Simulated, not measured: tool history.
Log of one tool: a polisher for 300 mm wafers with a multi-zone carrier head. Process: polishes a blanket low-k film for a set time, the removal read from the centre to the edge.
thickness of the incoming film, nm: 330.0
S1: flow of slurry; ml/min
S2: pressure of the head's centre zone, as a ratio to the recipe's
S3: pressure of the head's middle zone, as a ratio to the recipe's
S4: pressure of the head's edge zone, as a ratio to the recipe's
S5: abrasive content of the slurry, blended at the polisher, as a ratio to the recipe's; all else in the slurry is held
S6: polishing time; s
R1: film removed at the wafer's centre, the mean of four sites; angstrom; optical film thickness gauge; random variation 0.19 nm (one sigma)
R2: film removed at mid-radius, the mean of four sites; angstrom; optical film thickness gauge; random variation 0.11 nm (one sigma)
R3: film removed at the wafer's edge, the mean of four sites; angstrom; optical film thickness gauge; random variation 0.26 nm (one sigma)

run  hour   S1    S2    S3    S4    S5  S6      R1      R2      R3
  1   0.0  295  1.00  1.00  1.00  1.00  61  267.65  262.10  268.16
  2   6.0  285  1.01  0.95  0.97  0.85  61  249.90  232.45  249.39
  3  12.4  285  1.01  1.01  0.97  0.85  61  251.23  244.97  248.79
  4  14.0  250  1.01  1.01  0.97  0.85  61  245.65  241.34  246.09
  5  17.1  250  1.01  0.98  0.97  0.85  61  246.37  235.55  242.84
  6  21.7  250  1.01  0.95  0.97  0.85  61  243.69  229.54  235.98
  7  25.4  250  1.01  0.95  0.97  0.85  61  243.53  229.41  243.04
  8  33.2  245  1.03  0.91  0.94  0.75  61  233.05  208.62  224.24

Run 9 comes next. What will it give?
  9  35.9  240  1.04  0.88  0.93  0.70  61   ?   ?   ?

{"run 9": {"R1": 229.48, "R2": 198.33, "R3": 220.09}}
